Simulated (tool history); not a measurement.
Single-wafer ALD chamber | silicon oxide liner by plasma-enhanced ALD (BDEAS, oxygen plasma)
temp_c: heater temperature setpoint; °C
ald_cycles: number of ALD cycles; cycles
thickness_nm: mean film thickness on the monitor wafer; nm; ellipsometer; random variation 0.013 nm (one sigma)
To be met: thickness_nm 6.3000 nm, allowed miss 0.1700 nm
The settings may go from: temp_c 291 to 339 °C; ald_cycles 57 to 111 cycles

| run | hour | temp_c | ald_cycles | thickness_nm |
|---|---|---|---|---|
| 1 | 0.0 | 315 | 84 | 7.1311 |
| 2 | 5.3 | 315 | 79 | 6.7062 |
| 3 | 12.1 | 315 | 78 | 6.6110 |
| 4 | 19.3 | 315 | 77 | 6.5222 |
| 5 | 27.8 | 315 | 82 | 6.9738 |
| 6 | 30.7 | 315 | 91 | 7.7399 |
| 7 | 32.0 | 315 | 86 | 7.3078 |
| 8 | 34.0 | 315 | 83 | 7.0529 |
| 9 | 34.8 | 315 | 80 | 6.7563 |
| 10 | 40.1 | 315 | 78 | 6.5866 |
| 11 | 43.3 | 315 | 77 | 6.5261 |

5 next moves are on the table. One of them brings every result within its allowed miss. Which?
| A | 46.5 | 314 | 68 | ? |
| B | 46.5 | 316 | 74 | ? |
| C | 46.5 | 316 | 71 | ? |
| D | 46.5 | 309 | 70 | ? |
| E | 46.5 | 320 | 69 | ? |

| move | thickness_nm |
|---|---|
| A | 5.7743 |
| B | 6.2664 |
| C | 6.0124 |
| D | 5.9852 |
| E | 5.8106 |
A: takes the result that was furthest off past its target
B: meets every target
C: takes the result that was furthest off past its target
D: takes the result that was furthest off past its target
E: takes the result that was furthest off past its target
Answer: B
